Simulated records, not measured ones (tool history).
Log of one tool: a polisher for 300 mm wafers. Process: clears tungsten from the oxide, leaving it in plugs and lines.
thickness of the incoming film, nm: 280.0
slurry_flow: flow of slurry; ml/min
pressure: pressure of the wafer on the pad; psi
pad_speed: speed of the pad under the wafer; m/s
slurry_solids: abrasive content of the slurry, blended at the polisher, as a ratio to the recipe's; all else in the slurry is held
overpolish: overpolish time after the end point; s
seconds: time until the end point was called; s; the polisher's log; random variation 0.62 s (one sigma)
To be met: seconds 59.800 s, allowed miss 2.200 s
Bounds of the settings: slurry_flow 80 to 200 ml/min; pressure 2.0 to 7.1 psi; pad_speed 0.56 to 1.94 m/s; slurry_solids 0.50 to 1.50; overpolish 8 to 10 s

| run | day | slurry_flow | pressure | pad_speed | slurry_solids | overpolish | seconds |
|---|---|---|---|---|---|---|---|
| 1 | 0.000 | 130 | 4.5 | 1.24 | 1.00 | 10 | 43.252 |
| 2 | 0.308 | 110 | 4.5 | 1.24 | 1.00 | 10 | 45.262 |
| 3 | 0.338 | 105 | 4.1 | 1.24 | 1.00 | 10 | 48.370 |
| 4 | 0.658 | 105 | 4.1 | 1.24 | 1.15 | 10 | 48.060 |
| 5 | 0.912 | 105 | 4.5 | 1.24 | 1.15 | 10 | 43.178 |
| 6 | 1.158 | 105 | 5.1 | 1.24 | 1.15 | 10 | 38.343 |
| 7 | 1.421 | 105 | 4.4 | 1.24 | 1.15 | 10 | 44.100 |
| 8 | 1.475 | 105 | 4.4 | 1.24 | 1.15 | 10 | 44.526 |
| 9 | 1.683 | 105 | 4.0 | 1.24 | 1.15 | 10 | 48.015 |
| 10 | 1.842 | 105 | 3.7 | 1.24 | 1.15 | 10 | 50.994 |
| 11 | 2.146 | 105 | 3.5 | 1.24 | 1.15 | 10 | 54.259 |
| 12 | 2.400 | 105 | 3.4 | 1.24 | 1.15 | 10 | 53.508 |
| 13 | 2.608 | 95 | 2.8 | 1.24 | 1.15 | 10 | 63.862 |
| 14 | 2.675 | 95 | 2.8 | 1.24 | 1.15 | 10 | 62.240 |
| 15 | 3.004 | 95 | 2.9 | 1.24 | 1.15 | 10 | 62.977 |
| 16 | 3.300 | 95 | 2.9 | 1.24 | 1.15 | 10 | 61.584 |
| 17 | 3.358 | 95 | 2.9 | 1.24 | 1.15 | 10 | 62.842 |

5 next moves are on the table. One of them brings every result within its allowed miss. Which?
| A | 3.417 | 80 | 3.2 | 1.20 | 1.00 | 8 | ? |
| B | 3.417 | 80 | 3.2 | 1.08 | 1.20 | 10 | ? |
| C | 3.417 | 100 | 2.4 | 1.24 | 1.40 | 8 | ? |
| D | 3.417 | 105 | 3.1 | 1.20 | 1.15 | 8 | ? |
| E | 3.417 | 125 | 2.9 | 1.04 | 1.25 | 10 | ? |

| move | seconds |
|---|---|
| A | 65.300 |
| B | 68.322 |
| C | 66.160 |
| D | 59.911 |
| E | 67.908 |
A: further off than the last run
B: further off than the last run
C: further off than the last run
D: meets every target
E: further off than the last run
The right move is D.

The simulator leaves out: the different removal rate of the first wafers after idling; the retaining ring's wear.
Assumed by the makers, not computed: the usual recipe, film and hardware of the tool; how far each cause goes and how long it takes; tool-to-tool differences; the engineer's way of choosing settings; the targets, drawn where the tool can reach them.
